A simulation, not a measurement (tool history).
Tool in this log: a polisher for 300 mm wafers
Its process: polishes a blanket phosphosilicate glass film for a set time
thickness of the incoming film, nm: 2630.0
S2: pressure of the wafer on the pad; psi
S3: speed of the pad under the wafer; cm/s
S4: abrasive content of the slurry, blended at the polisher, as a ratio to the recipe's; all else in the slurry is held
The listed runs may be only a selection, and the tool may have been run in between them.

{"run": 1, "hour": 0.0, "flow of slurry (ml/min)": 225, "S2": 2.9, "S3": 120, "S4": 1.0, "polishing time (s)": 61, "film removed (Å)": 5344.3}
{"run": 2, "hour": 8.3, "flow of slurry (ml/min)": 225, "S2": 2.8, "S3": 120, "S4": 1.0, "polishing time (s)": 61, "film removed (Å)": 5114.9}
{"run": 3, "hour": 11.7, "flow of slurry (ml/min)": 280, "S2": 2.8, "S3": 120, "S4": 1.0, "polishing time (s)": 61, "film removed (Å)": 5209.4}
{"run": 4, "hour": 19.8, "flow of slurry (ml/min)": 280, "S2": 2.8, "S3": 120, "S4": 0.8, "polishing time (s)": 61, "film removed (Å)": 4735.4}
{"run": 5, "hour": 27.1, "flow of slurry (ml/min)": 280, "S2": 2.7, "S3": 120, "S4": 0.8, "polishing time (s)": 61, "film removed (Å)": 4574.3}
{"run": 6, "hour": 35.0, "flow of slurry (ml/min)": 280, "S2": 2.3, "S3": 120, "S4": 0.8, "polishing time (s)": 61, "film removed (Å)": 4158.0}
{"run": 7, "hour": 37.3, "flow of slurry (ml/min)": 280, "S2": 2.2, "S3": 120, "S4": 0.8, "polishing time (s)": 61, "film removed (Å)": 3936.2}

Estimate the outcome of run 8 from the log above:
{"hour": 45.1, "done": "worn pad replaced by a new one"}
{"run": 8, "hour": 45.1, "flow of slurry (ml/min)": 280, "S2": 2.0, "S3": 120, "S4": 0.8, "polishing time (s)": 61, "film removed (Å)": "?"}

{"run 8": {"film removed (Å)": 3925.6}}

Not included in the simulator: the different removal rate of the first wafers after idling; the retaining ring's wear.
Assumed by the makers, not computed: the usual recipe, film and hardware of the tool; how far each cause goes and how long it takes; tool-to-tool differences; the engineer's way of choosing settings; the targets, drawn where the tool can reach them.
